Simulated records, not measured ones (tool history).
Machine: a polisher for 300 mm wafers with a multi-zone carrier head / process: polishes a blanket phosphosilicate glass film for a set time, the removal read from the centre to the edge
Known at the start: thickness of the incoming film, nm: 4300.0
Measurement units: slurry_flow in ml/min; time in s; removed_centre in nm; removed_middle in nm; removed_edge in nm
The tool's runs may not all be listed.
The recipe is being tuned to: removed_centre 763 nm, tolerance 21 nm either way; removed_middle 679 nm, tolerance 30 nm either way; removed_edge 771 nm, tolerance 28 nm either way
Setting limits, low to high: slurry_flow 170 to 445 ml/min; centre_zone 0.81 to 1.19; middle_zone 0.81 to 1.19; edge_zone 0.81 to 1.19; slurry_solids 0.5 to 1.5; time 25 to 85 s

run  hour  slurry_flow  centre_zone  middle_zone  edge_zone  slurry_solids  time  removed_centre  removed_middle  removed_edge
  1     0          285            1            1          1              1    55          437.53          431.67        423.02
  2   7.8          285            1            1          1            1.1    55          475.18          460.05        464.69
  3   9.1          285            1            1       0.92            1.1    55          471.36          463.63         448.7
  4    12          285         1.04            1       0.92            1.1    55          498.65          454.04        436.39
  5  20.5          285         1.04            1       0.92            1.1    49          437.85          411.02        393.33
  6    23          285         1.04            1       0.94           1.15    51          469.76          434.99        425.36
  7  29.7          285         1.03         1.02       1.04            1.4    66          670.56          622.38        647.03
  8  36.1          315         1.05         1.01       1.14            1.5    70           737.8          690.21        720.03
  9  42.5          310         1.05            1       1.14            1.5    70          746.04          685.27        728.23

Below are 5 possible settings for the next run. Only one of them brings all results inside the allowed miss of their targets. Which is it?
  A  48.9          280         0.98          0.9       1.19            1.5    77               ?               ?             ?
  B  48.9          315         1.05         0.91       1.19            1.4    69               ?               ?             ?
  C  48.9          195         0.97         0.84       1.19            1.5    80               ?               ?             ?
  D  48.9          260         1.02         0.93       1.12            1.5    75               ?               ?             ?
  E  48.9          345         1.07         0.93       1.15            1.5    66               ?               ?             ?

move  removed_centre  removed_middle  removed_edge
   A          752.48          690.77        829.28
   B          711.39          613.68        728.26
   C          729.67          644.78        829.02
   D          755.59          684.58        777.17
   E          721.42          620.75        709.55
A: moves the result that the last run missed by most past its target, out the other side
B: lands further from the targets than the last run did
C: moves the result that the last run missed by most past its target, out the other side
D: every result within its allowed miss
E: lands further from the targets than the last run did
Go with D: it meets all targets.

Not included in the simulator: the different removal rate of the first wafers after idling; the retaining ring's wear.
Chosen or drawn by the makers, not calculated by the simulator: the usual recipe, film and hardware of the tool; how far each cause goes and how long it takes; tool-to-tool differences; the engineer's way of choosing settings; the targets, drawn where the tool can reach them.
